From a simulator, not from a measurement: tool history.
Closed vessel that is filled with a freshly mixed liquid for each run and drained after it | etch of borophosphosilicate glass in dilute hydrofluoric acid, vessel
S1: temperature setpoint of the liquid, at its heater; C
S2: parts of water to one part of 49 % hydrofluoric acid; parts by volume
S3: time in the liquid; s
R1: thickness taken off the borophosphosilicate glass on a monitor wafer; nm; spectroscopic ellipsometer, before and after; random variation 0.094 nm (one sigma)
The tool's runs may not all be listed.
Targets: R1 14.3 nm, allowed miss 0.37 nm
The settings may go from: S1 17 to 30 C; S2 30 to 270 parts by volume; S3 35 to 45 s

{"run": 1, "hour": 0.0, "S1": 22, "S2": 150, "S3": 45, "R1": 19.406}
{"run": 2, "hour": 3.4, "S1": 19, "S2": 150, "S3": 45, "R1": 17.111}
{"run": 3, "hour": 8.8, "S1": 17.5, "S2": 150, "S3": 45, "R1": 16.368}
{"run": 4, "hour": 16.2, "S1": 17.5, "S2": 115, "S3": 45, "R1": 21.86}
{"hour": 20.3, "done": "thermometer replaced"}
{"run": 5, "hour": 20.3, "S1": 17, "S2": 115, "S3": 45, "R1": 22.762}
{"run": 6, "hour": 21.8, "S1": 17, "S2": 80, "S3": 45, "R1": 34.033}
{"run": 7, "hour": 24.6, "S1": 17, "S2": 95, "S3": 45, "R1": 28.11}
{"run": 8, "hour": 33.2, "S1": 17, "S2": 110, "S3": 45, "R1": 23.713}

Which of these 5 next moves meets every target?
{"run": "A", "hour": 41.8, "S1": 17.5, "S2": 175, "S3": 45, "R1": "?"}
{"run": "B", "hour": 41.8, "S1": 17.5, "S2": 120, "S3": 35, "R1": "?"}
{"run": "C", "hour": 41.8, "S1": 17, "S2": 115, "S3": 35, "R1": "?"}
{"run": "D", "hour": 41.8, "S1": 20, "S2": 65, "S3": 45, "R1": "?"}
{"run": "E", "hour": 41.8, "S1": 19, "S2": 90, "S3": 45, "R1": "?"}

move=A R1=14.492
move=B R1=17.353
move=C R1=17.825
move=D R1=48.565
move=E R1=32.69
A: meets every target
B: nearer than the last run, and not there yet
C: nearer than the last run, and not there yet
D: further off than the last run
E: further off than the last run
Move A is the one to make.
